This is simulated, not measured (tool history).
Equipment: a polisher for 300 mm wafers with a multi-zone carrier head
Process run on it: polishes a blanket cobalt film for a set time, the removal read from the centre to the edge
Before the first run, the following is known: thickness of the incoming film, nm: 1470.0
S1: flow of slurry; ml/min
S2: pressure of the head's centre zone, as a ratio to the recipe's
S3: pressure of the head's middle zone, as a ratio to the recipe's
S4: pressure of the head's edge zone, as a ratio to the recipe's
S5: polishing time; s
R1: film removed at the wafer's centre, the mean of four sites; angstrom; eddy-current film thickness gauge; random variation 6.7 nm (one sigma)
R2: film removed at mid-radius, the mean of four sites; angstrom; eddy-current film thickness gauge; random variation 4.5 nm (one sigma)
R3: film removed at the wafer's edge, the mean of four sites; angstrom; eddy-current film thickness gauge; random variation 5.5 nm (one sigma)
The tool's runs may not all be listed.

{"run": 1, "hour": 0.0, "S1": 185, "S2": 1, "S3": 1, "S4": 1, "S5": 86, "R1": 5217.4, "R2": 5319.1, "R3": 5498.1}
{"run": 2, "hour": 4.2, "S1": 200, "S2": 1, "S3": 0.99, "S4": 1.06, "S5": 90, "R1": 5498.3, "R2": 5582.1, "R3": 6028.1}
{"run": 3, "hour": 7.7, "S1": 200, "S2": 1, "S3": 1.02, "S4": 1.06, "S5": 90, "R1": 5550.9, "R2": 5760.1, "R3": 5999}
{"run": 4, "hour": 16.6, "S1": 215, "S2": 1.01, "S3": 1.01, "S4": 1.1, "S5": 92, "R1": 5757.6, "R2": 5905.4, "R3": 6300.8}
{"run": 5, "hour": 23.1, "S1": 215, "S2": 1.01, "S3": 1.01, "S4": 1.1, "S5": 113, "R1": 7081.6, "R2": 7202.2, "R3": 7879.3}
{"run": 6, "hour": 24.6, "S1": 195, "S2": 1, "S3": 0.99, "S4": 1.08, "S5": 112, "R1": 6742, "R2": 6902.8, "R3": 7495.7}

Run 7 has not been measured yet. What should we expect?
{"run": 7, "hour": 29.5, "S1": 145, "S2": 1, "S3": 0.91, "S4": 1.1, "S5": 112, "R1": "?", "R2": "?", "R3": "?"}

{"run 7": {"R1": 6113, "R2": 5920.1, "R3": 7110}}
